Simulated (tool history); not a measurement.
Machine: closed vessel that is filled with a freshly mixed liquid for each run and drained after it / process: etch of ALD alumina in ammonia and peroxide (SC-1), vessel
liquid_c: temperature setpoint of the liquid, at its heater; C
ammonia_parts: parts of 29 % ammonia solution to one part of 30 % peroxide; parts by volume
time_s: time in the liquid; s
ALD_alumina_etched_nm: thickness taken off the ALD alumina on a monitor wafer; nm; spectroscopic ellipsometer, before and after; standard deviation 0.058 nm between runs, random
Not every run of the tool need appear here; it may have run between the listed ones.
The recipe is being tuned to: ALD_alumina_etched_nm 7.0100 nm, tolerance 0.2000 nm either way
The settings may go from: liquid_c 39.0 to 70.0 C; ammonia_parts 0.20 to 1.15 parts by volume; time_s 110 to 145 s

run 1 hour=0.0 | liquid_c=55.0 ammonia_parts=0.65 time_s=145 | ALD_alumina_etched_nm=12.4610
run 2 hour=2.0 | liquid_c=55.0 ammonia_parts=0.80 time_s=145 | ALD_alumina_etched_nm=12.5940
run 3 hour=10.3 | liquid_c=52.5 ammonia_parts=0.80 time_s=145 | ALD_alumina_etched_nm=11.0540
run 4 hour=12.2 | liquid_c=50.5 ammonia_parts=0.80 time_s=145 | ALD_alumina_etched_nm=9.8395
run 5 hour=20.1 | liquid_c=50.5 ammonia_parts=0.80 time_s=110 | ALD_alumina_etched_nm=7.4471
run 6 hour=22.2 | liquid_c=50.5 ammonia_parts=0.80 time_s=145 | ALD_alumina_etched_nm=9.9286
run 7 hour=25.7 | liquid_c=42.5 ammonia_parts=0.80 time_s=145 | ALD_alumina_etched_nm=6.2616
run 8 hour=29.7 | liquid_c=43.0 ammonia_parts=0.80 time_s=145 | ALD_alumina_etched_nm=6.4777

Of the 5 settings listed for the next run, only one would bring every result within its allowed miss of target. Which one?
run A hour=33.7 | liquid_c=42.5 ammonia_parts=1.00 time_s=130 | ALD_alumina_etched_nm=?
run B hour=33.7 | liquid_c=45.0 ammonia_parts=0.90 time_s=120 | ALD_alumina_etched_nm=?
run C hour=33.7 | liquid_c=42.5 ammonia_parts=0.80 time_s=145 | ALD_alumina_etched_nm=?
run D hour=33.7 | liquid_c=42.5 ammonia_parts=0.80 time_s=135 | ALD_alumina_etched_nm=?
run E hour=33.7 | liquid_c=44.5 ammonia_parts=1.05 time_s=140 | ALD_alumina_etched_nm=?

move=A ALD_alumina_etched_nm=5.8386
move=B ALD_alumina_etched_nm=6.1594
move=C ALD_alumina_etched_nm=6.3748
move=D ALD_alumina_etched_nm=5.9352
move=E ALD_alumina_etched_nm=7.0875
A: lands further from the targets than the last run did
B: lands further from the targets than the last run did
C: lands further from the targets than the last run did
D: lands further from the targets than the last run did
E: all results in spec
The move that meets every target is E.
